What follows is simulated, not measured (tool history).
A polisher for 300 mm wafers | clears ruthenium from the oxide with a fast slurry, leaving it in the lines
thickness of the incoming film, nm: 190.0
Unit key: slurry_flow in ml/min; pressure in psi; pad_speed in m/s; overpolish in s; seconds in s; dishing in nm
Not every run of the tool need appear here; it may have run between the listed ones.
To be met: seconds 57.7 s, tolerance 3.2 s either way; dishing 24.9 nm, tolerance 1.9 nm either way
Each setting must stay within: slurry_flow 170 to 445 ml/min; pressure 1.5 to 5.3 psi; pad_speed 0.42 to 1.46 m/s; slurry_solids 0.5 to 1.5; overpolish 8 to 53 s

run    day  slurry_flow  pressure  pad_speed  slurry_solids  overpolish  seconds  dishing
  1      0          285       3.4       0.94              1          27    35.89   102.32
  2  0.129          285       2.9       0.88              1          21   42.076   69.206
  3  0.362          285       3.5       0.88              1          21   36.542   80.843
  4  0.717          285       3.5       0.88            0.8          21   40.455   72.362
  5  0.854          320       2.9       0.92            0.7          17   46.732   52.975
  6  1.146          320       2.9       0.92            0.7          22   48.177   66.281
  7   1.45          270       2.5       0.94            0.7          17    52.93   48.628
  8  1.492          235       2.2       1.02           0.65          14   55.812   37.111
  9  1.571          170         2       1.16            0.5           8   66.933   18.923
 10  1.758          195       2.1       1.16            0.5           8   63.288   19.996
 11  2.012          215       2.1       1.14            0.5           8    63.94   20.262
 12  2.171          230       2.2       1.12            0.5           8   61.577    19.53
 13  2.521          230       2.3        1.1           0.55           8   57.454   22.303
 14  2.858          230       2.3       1.08           0.55           8    58.95   21.669
 15   3.05          235       2.3       1.08           0.55           8   58.832    22.18
 16  3.392          240       2.3       1.06           0.55           8   61.301   21.228
 17  3.617          245       2.3       1.06           0.55           8   58.948   21.822

Below are 5 possible settings for the next run. Only one of them brings all results inside the allowed miss of their targets. Which is it?
  A  3.842          240         2        1.2            0.5           8        ?        ?
  B  3.842          220       2.5       1.08            0.5           8        ?        ?
  C  3.842          310       2.3          1            0.5           8        ?        ?
  D  3.842          280       2.1        1.2            0.5          11        ?        ?
  E  3.842          325       2.2       1.02            0.6           9        ?        ?

move  seconds  dishing
   A    61.67   20.233
   B   59.729   20.862
   C   65.424   19.119
   D   58.723   28.672
   E   57.883   24.047
A: lands further from the targets than the last run did
B: lands further from the targets than the last run did
C: lands further from the targets than the last run did
D: takes the result that was furthest off past its target
E: every result within its allowed miss
E meets every target.

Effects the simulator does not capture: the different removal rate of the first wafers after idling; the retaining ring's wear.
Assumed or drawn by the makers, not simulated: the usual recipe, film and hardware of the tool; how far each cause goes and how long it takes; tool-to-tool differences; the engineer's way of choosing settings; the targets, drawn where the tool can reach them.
